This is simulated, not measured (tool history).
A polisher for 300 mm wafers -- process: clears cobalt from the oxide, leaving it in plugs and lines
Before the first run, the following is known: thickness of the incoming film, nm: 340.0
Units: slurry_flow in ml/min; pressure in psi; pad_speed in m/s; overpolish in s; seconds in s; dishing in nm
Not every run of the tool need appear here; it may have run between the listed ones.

run  hour  slurry_flow  pressure  pad_speed  overpolish  seconds  dishing
  1   0.0          185       2.2       0.94          12   62.945   35.794
  2   8.1          185       2.2       0.84          12   68.979   32.950
  3  12.3          185       2.2       0.84          14   66.729   36.320
  4  16.6          185       2.4       0.80          11   63.963   33.257
  5  21.6          190       2.4       0.78           9   63.953   29.087
  6  26.1          190       2.4       0.78          11   65.125   32.802

Estimate the outcome of run 7 from the log above:
  7  31.2          190       2.4       0.78           9        ?        ?

seconds: 65.354 s
dishing: 28.282 nm
